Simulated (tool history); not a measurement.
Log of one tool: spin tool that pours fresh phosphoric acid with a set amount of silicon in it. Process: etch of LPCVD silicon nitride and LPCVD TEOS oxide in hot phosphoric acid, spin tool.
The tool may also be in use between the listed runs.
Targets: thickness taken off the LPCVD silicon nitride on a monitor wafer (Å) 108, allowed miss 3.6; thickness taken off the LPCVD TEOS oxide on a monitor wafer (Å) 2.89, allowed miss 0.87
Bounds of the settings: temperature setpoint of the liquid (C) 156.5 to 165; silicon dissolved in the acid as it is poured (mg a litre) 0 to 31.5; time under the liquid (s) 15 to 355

run    day  temperature setpoint of the liquid (C)  silicon dissolved in the acid as it is poured (mg a litre)  time under the liquid (s)  thickness taken off the LPCVD silicon nitride on a monitor wafer (Å)  thickness taken off the LPCVD TEOS oxide on a monitor wafer (Å)
  1      0                                     160                                                          14                        180                                                                156.26                                                           4.9307
  2  0.288                                   159.5                                                        14.5                        170                                                                147.64                                                           4.1343
  3  0.342                                   161.5                                                        14.5                        170                                                                158.09                                                           4.6243
  4  0.538                                   160.5                                                          15                        160                                                                143.43                                                           4.1228
  5  0.817                                   160.5                                                          15                         95                                                                84.292                                                           2.4198
  6  0.912                                   160.5                                                         9.5                         95                                                                  86.8                                                           2.9502
  7  1.121                                     161                                                        11.5                        100                                                                90.071                                                           3.1328
  8  1.225                                     161                                                        11.5                        100                                                                92.792                                                           2.7662
  9  1.308                                   161.5                                                          12                        100                                                                92.242                                                           2.9627
 10  1.375                                     162                                                        13.5                        105                                                                99.986                                                           2.7986

4 next moves are on the table. One of them brings every result within its allowed miss. Which?
  A  1.442                                   159.5                                                           5                        110                                                                     ?                                                                ?
  B  1.442                                     163                                                          22                        100                                                                     ?                                                                ?
  C  1.442                                   163.5                                                          31                         95                                                                     ?                                                                ?
  D  1.442                                   163.5                                                        21.5                        110                                                                     ?                                                                ?

move  thickness taken off the LPCVD silicon nitride on a monitor wafer (Å)  thickness taken off the LPCVD TEOS oxide on a monitor wafer (Å)
   A                                                                 95.47                                                           3.3615
   B                                                                97.552                                                           2.6102
   C                                                                 94.22                                                           1.8705
   D                                                                 109.1                                                           3.0231
A: further off than the last run
B: further off than the last run
C: further off than the last run
D: meets every target
Move D is the one to make.
